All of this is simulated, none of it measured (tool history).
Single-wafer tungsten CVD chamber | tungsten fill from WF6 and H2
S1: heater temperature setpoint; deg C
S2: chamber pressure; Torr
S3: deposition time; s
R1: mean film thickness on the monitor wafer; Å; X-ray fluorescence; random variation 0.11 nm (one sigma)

{"run": 1, "day": 0.0, "S1": 395, "S2": 52.1, "S3": 9.7, "R1": 320.41}
{"run": 2, "day": 0.179, "S1": 395, "S2": 52.1, "S3": 9.2, "R1": 302.29}
{"run": 3, "day": 0.412, "S1": 395, "S2": 56.7, "S3": 9.2, "R1": 308.15}
{"run": 4, "day": 0.746, "S1": 395, "S2": 62.5, "S3": 9.2, "R1": 317.35}
{"run": 5, "day": 1.004, "S1": 395, "S2": 62.5, "S3": 9.7, "R1": 336.35}
{"run": 6, "day": 1.088, "S1": 395, "S2": 62.5, "S3": 9.2, "R1": 318.83}
{"run": 7, "day": 1.254, "S1": 392, "S2": 62.2, "S3": 9.2, "R1": 301.73}
{"run": 8, "day": 1.562, "S1": 390, "S2": 62.0, "S3": 9.2, "R1": 288.74}
{"run": 9, "day": 1.608, "S1": 389, "S2": 61.9, "S3": 9.2, "R1": 283.41}

Run 10 comes next. What will it give?
{"run": 10, "day": 1.95, "S1": 388, "S2": 61.8, "S3": 9.2, "R1": "?"}

R1: 278.46 Å
